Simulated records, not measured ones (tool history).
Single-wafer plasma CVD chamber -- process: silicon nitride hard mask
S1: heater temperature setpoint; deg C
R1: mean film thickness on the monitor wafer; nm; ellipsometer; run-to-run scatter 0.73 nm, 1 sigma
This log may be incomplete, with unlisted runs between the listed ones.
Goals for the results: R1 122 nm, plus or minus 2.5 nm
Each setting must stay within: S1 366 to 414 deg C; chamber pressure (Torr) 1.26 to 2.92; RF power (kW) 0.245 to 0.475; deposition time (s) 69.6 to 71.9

Run 1, day 0: S1 390 deg C, chamber pressure (Torr) 2.09, RF power (kW) 0.36, deposition time (s) 69.6. Result: R1 101.13 nm.
Run 2, day 0.188: S1 390 deg C, chamber pressure (Torr) 2.27, RF power (kW) 0.38, deposition time (s) 69.8. Result: R1 107.98 nm.
Run 3, day 0.475: S1 390 deg C, chamber pressure (Torr) 2.42, RF power (kW) 0.39, deposition time (s) 69.9. Result: R1 112.39 nm.
Run 4, day 0.583: S1 397 deg C, chamber pressure (Torr) 2.42, RF power (kW) 0.39, deposition time (s) 69.9. Result: R1 111.02 nm.
Run 5, day 0.808: S1 397 deg C, chamber pressure (Torr) 2.42, RF power (kW) 0.35, deposition time (s) 69.9. Result: R1 104.52 nm.
Run 6, day 0.929: S1 397 deg C, chamber pressure (Torr) 2.42, RF power (kW) 0.385, deposition time (s) 69.9. Result: R1 110.71 nm.
Run 7, day 1.104: S1 397 deg C, chamber pressure (Torr) 2.55, RF power (kW) 0.39, deposition time (s) 70. Result: R1 114.6 nm.
Run 8, day 1.233: S1 397 deg C, chamber pressure (Torr) 2.64, RF power (kW) 0.39, deposition time (s) 70. Result: R1 115.27 nm.
Run 9, day 1.362: S1 397 deg C, chamber pressure (Torr) 2.71, RF power (kW) 0.395, deposition time (s) 70. Result: R1 116.72 nm.
Run 10, day 1.625: S1 397 deg C, chamber pressure (Torr) 2.76, RF power (kW) 0.4, deposition time (s) 70.1. Result: R1 116.97 nm.
Run 11, day 1.812: S1 397 deg C, chamber pressure (Torr) 2.76, RF power (kW) 0.4, deposition time (s) 70.1. Result: R1 117.46 nm.

Pick the move, out of 5, that brings all results within their allowed miss; only one does.
Run A, day 2: S1 389 deg C, chamber pressure (Torr) 2.13, RF power (kW) 0.43, deposition time (s) 70.3. Result: R1 ?.
Run B, day 2: S1 395 deg C, chamber pressure (Torr) 2.86, RF power (kW) 0.41, deposition time (s) 71.3. Result: R1 ?.
Run C, day 2: S1 414 deg C, chamber pressure (Torr) 2.75, RF power (kW) 0.38, deposition time (s) 69.6. Result: R1 ?.
Run D, day 2: S1 404 deg C, chamber pressure (Torr) 2.89, RF power (kW) 0.35, deposition time (s) 71.3. Result: R1 ?.
Run E, day 2: S1 386 deg C, chamber pressure (Torr) 2.67, RF power (kW) 0.375, deposition time (s) 69.6. Result: R1 ?.

move      R1
   A  114.56
   B  121.58
   C  111.01
   D  109.49
   E  110.75
A: misses by more than the last run did
B: all results land within tolerance of their targets
C: misses by more than the last run did
D: misses by more than the last run did
E: misses by more than the last run did
So the answer is move B, the one that meets all the targets.
